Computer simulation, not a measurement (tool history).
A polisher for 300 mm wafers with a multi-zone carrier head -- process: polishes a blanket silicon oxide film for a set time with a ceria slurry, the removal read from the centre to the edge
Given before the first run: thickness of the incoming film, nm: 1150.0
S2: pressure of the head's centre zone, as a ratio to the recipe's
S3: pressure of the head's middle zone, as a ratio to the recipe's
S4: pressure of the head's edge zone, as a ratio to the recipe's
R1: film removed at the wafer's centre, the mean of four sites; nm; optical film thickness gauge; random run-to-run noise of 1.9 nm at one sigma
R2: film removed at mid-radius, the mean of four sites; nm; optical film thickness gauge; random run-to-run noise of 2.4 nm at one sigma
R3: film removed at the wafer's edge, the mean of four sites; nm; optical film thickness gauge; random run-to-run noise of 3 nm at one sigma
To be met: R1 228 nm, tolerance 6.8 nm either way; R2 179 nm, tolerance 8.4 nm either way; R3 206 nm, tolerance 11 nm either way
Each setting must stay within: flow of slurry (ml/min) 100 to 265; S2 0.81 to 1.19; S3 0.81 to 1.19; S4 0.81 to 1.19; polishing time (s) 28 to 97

Run 1, hour 0: flow of slurry (ml/min) 170, S2 1, S3 1, S4 1, polishing time (s) 62. Result: R1 328.93 nm, R2 332.03 nm, R3 334.77 nm.
Run 2, hour 2.6: flow of slurry (ml/min) 165, S2 1.03, S3 0.95, S4 0.98, polishing time (s) 54. Result: R1 294.76 nm, R2 268.77 nm, R3 293.72 nm.
Run 3, hour 9.9: flow of slurry (ml/min) 165, S2 1.03, S3 0.95, S4 0.98, polishing time (s) 67. Result: R1 367.57 nm, R2 333.76 nm, R3 353.01 nm.
Run 4, hour 16.4: flow of slurry (ml/min) 165, S2 1.03, S3 0.95, S4 1.06, polishing time (s) 67. Result: R1 359.1 nm, R2 352.2 nm, R3 364.01 nm.
Run 5, hour 21.9: flow of slurry (ml/min) 165, S2 1.04, S3 0.95, S4 1, polishing time (s) 57. Result: R1 312.62 nm, R2 289.21 nm, R3 311.55 nm.
Run 6, hour 26.6: flow of slurry (ml/min) 165, S2 1.05, S3 0.95, S4 0.94, polishing time (s) 50. Result: R1 275.14 nm, R2 250.43 nm, R3 263.86 nm.
Run 7, hour 34.1: flow of slurry (ml/min) 155, S2 1.06, S3 0.92, S4 0.9, polishing time (s) 47. Result: R1 255.77 nm, R2 226.72 nm, R3 242.64 nm.
Run 8, hour 35.5: flow of slurry (ml/min) 150, S2 1.07, S3 0.89, S4 0.88, polishing time (s) 45. Result: R1 246.8 nm, R2 214.05 nm, R3 227.75 nm.
Run 9, hour 43.4: flow of slurry (ml/min) 125, S2 1.12, S3 0.81, S4 0.93, polishing time (s) 39. Result: R1 208.95 nm, R2 159.33 nm, R3 189.52 nm.
Run 10, hour 48.5: flow of slurry (ml/min) 140, S2 1.12, S3 0.82, S4 0.93, polishing time (s) 39. Result: R1 218.22 nm, R2 166.79 nm, R3 199.44 nm.

Pick the move, out of 4, that brings all results within their allowed miss; only one does.
Run A, hour 53.6: flow of slurry (ml/min) 135, S2 1.14, S3 0.83, S4 0.87, polishing time (s) 38. Result: R1 ?, R2 ?, R3 ?.
Run B, hour 53.6: flow of slurry (ml/min) 140, S2 1.09, S3 0.81, S4 0.86, polishing time (s) 42. Result: R1 ?, R2 ?, R3 ?.
Run C, hour 53.6: flow of slurry (ml/min) 105, S2 1.12, S3 0.98, S4 0.84, polishing time (s) 43. Result: R1 ?, R2 ?, R3 ?.
Run D, hour 53.6: flow of slurry (ml/min) 130, S2 1.07, S3 0.87, S4 0.95, polishing time (s) 41. Result: R1 ?, R2 ?, R3 ?.

move      R1      R2      R3
   A  209.06  161.92  183.64
   B  223.99  177.65  203.63
   C   206.6  190.19  191.31
   D  208.43  179.25  204.42
A: lands further from the targets than the last run did
B: hits every target within its allowed miss
C: takes the biggest miss from the last run beyond its target
D: corrects the largest miss of the last run, while another result sits out of spec
Go with B: it meets all targets.
